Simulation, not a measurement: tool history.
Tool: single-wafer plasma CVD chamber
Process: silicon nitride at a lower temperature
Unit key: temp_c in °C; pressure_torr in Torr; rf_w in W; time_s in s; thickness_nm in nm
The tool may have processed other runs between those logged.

run 1 hour=0 | temp_c=370 pressure_torr=1.82 rf_w=370 time_s=11.2 | thickness_nm=14.237
run 2 hour=1.3 | temp_c=370 pressure_torr=1.67 rf_w=365 time_s=11.2 | thickness_nm=13.879
run 3 hour=9.6 | temp_c=362 pressure_torr=1.67 rf_w=365 time_s=11.2 | thickness_nm=13.89
run 4 hour=17.7 | temp_c=371 pressure_torr=1.67 rf_w=365 time_s=11.2 | thickness_nm=13.83
run 5 hour=21.6 | temp_c=371 pressure_torr=1.67 rf_w=365 time_s=11.2 | thickness_nm=13.883
run 6 hour=26.4 | temp_c=371 pressure_torr=1.55 rf_w=360 time_s=11.2 | thickness_nm=13.489
run 7 hour=32.6 | temp_c=371 pressure_torr=1.49 rf_w=360 time_s=11.2 | thickness_nm=13.465

For run 8, what comes out?
run 8 hour=39.6 | temp_c=371 pressure_torr=1.43 rf_w=360 time_s=11.2 | thickness_nm=?

{"run 8": {"thickness_nm": 13.376}}
